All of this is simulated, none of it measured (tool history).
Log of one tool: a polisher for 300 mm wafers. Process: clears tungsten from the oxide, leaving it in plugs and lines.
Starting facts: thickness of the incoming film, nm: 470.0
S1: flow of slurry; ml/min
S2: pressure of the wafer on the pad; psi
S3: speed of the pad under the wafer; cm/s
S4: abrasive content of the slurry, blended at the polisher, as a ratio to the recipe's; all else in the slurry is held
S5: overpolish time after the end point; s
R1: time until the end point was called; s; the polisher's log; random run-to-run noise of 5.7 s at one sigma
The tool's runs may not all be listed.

| run | day | S1 | S2 | S3 | S4 | S5 | R1 |
|---|---|---|---|---|---|---|---|
| 1 | 0.000 | 180 | 2.8 | 90 | 1.0 | 28 | 191.87 |
| 2 | 0.288 | 180 | 3.0 | 90 | 1.0 | 28 | 175.23 |
| 3 | 0.358 | 160 | 3.0 | 90 | 1.0 | 28 | 172.93 |
| 4 | 0.396 | 160 | 3.0 | 90 | 0.9 | 28 | 180.79 |
| 5 | 0.450 | 160 | 2.7 | 88 | 0.9 | 28 | 201.22 |
| 6 | 0.588 | 160 | 2.7 | 88 | 1.0 | 28 | 197.46 |
| 7 | 0.929 | 160 | 2.5 | 84 | 1.0 | 28 | 222.79 |
| 8 | 1.029 | 160 | 2.3 | 82 | 1.0 | 28 | 245.01 |
| 9 | 1.092 | 160 | 2.1 | 80 | 1.0 | 28 | 267.07 |
| 10 | 1.225 | 155 | 1.3 | 68 | 1.0 | 28 | 478.93 |
| 11 | 1.512 | 155 | 1.4 | 68 | 1.0 | 28 | 454.47 |

Forecast run 12:
| 12 | 1.679 | 155 | 1.5 | 68 | 1.0 | 28 | ? |

R1: 431.40 s

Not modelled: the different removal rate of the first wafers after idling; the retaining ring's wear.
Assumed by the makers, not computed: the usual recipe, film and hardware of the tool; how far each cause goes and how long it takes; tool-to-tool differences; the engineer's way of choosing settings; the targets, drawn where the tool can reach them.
